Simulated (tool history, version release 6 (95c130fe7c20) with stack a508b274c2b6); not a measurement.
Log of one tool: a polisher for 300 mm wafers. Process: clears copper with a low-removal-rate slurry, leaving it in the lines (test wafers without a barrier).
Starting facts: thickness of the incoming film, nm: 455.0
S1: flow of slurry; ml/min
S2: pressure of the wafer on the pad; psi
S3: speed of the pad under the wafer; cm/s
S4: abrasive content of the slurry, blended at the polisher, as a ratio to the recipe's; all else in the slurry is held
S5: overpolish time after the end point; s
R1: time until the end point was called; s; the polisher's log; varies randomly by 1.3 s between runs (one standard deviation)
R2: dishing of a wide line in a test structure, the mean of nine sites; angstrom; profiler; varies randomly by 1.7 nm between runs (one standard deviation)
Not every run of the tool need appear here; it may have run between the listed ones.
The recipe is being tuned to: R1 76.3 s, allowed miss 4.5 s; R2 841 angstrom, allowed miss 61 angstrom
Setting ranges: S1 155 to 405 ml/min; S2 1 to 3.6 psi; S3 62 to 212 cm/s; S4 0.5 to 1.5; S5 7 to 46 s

run 1 hour=0 | S1=260 S2=2.3 S3=136 S4=1 S5=24 | R1=133.2 R2=475.92
run 2 hour=6 | S1=260 S2=2.3 S3=136 S4=1 S5=28 | R1=124.92 R2=533.63
run 3 hour=10.5 | S1=260 S2=2 S3=136 S4=1 S5=28 | R1=143.45 R2=485.29
run 4 hour=13.3 | S1=260 S2=1.7 S3=136 S4=1 S5=28 | R1=158.07 R2=461.78
run 5 hour=15.6 | S1=260 S2=1.7 S3=136 S4=1 S5=32 | R1=152.12 R2=504.57
run 6 hour=18.7 | S1=260 S2=1.7 S3=124 S4=1 S5=32 | R1=167.34 R2=462.46
run 7 hour=26.6 | S1=260 S2=2.3 S3=130 S4=1 S5=31 | R1=134.7 R2=551.22
run 8 hour=30.7 | S1=260 S2=2.7 S3=138 S4=1 S5=30 | R1=113.5 R2=615.64
run 9 hour=35.8 | S1=260 S2=3 S3=144 S4=1 S5=30 | R1=98.536 R2=677.93
run 10 hour=44.3 | S1=260 S2=3.2 S3=148 S4=1 S5=30 | R1=94.527 R2=740.45
run 11 hour=45 | S1=260 S2=3.3 S3=154 S4=1 S5=29 | R1=86.795 R2=717.45

Consider the 5 candidate settings below. Which is the only one whose results all fall within their allowed miss of target?
run A hour=45.7 | S1=275 S2=3.4 S3=142 S4=0.85 S5=26 | R1=? R2=?
run B hour=45.7 | S1=295 S2=3.6 S3=158 S4=1.2 S5=31 | R1=? R2=?
run C hour=45.7 | S1=275 S2=3.1 S3=166 S4=1.1 S5=19 | R1=? R2=?
run D hour=45.7 | S1=255 S2=2.6 S3=190 S4=0.65 S5=39 | R1=? R2=?
run E hour=45.7 | S1=195 S2=2.6 S3=148 S4=1.1 S5=26 | R1=? R2=?

move=A R1=99.717 R2=646.17
move=B R1=80.628 R2=839.79
move=C R1=87.579 R2=560.54
move=D R1=95.233 R2=832.6
move=E R1=115.66 R2=566.89
A: misses by more than the last run did
B: hits every target within its allowed miss
C: misses by more than the last run did
D: misses by more than the last run did
E: misses by more than the last run did
So the answer is move B, the one that meets all the targets.

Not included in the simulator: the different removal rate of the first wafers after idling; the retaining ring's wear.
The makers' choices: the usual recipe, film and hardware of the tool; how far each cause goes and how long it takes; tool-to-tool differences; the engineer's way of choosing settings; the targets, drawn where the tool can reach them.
